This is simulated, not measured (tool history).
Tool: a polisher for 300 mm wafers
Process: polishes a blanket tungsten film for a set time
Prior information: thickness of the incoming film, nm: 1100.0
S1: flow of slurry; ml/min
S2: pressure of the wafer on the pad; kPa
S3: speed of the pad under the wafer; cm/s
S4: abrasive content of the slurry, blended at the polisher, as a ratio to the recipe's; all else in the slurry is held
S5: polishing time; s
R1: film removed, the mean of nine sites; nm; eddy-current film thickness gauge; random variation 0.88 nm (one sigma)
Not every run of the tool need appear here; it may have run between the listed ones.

| run | hour | S1 | S2 | S3 | S4 | S5 | R1 |
|---|---|---|---|---|---|---|---|
| 1 | 0.0 | 305 | 31.0 | 142 | 1.0 | 34 | 312.410 |
| 2 | 5.8 | 305 | 31.0 | 160 | 1.0 | 34 | 348.710 |
| 3 | 14.5 | 335 | 31.0 | 160 | 1.0 | 34 | 354.170 |
| 4 | 23.1 | 335 | 31.0 | 160 | 1.0 | 31 | 322.260 |
| 5 | 24.5 | 335 | 26.2 | 138 | 1.0 | 31 | 239.050 |
| 6 | 27.6 | 365 | 26.2 | 138 | 1.0 | 31 | 236.420 |
| 7 | 30.0 | 365 | 22.8 | 126 | 1.0 | 31 | 191.590 |
| 8 | 38.8 | 355 | 13.8 | 96 | 1.0 | 31 | 90.099 |
| 9 | 41.4 | 380 | 15.2 | 96 | 1.0 | 31 | 100.950 |

Run 10 is up next; what results do you expect?
| 10 | 50.0 | 400 | 15.9 | 96 | 1.0 | 31 | ? |

{"run 10": {"R1": 106.02}}

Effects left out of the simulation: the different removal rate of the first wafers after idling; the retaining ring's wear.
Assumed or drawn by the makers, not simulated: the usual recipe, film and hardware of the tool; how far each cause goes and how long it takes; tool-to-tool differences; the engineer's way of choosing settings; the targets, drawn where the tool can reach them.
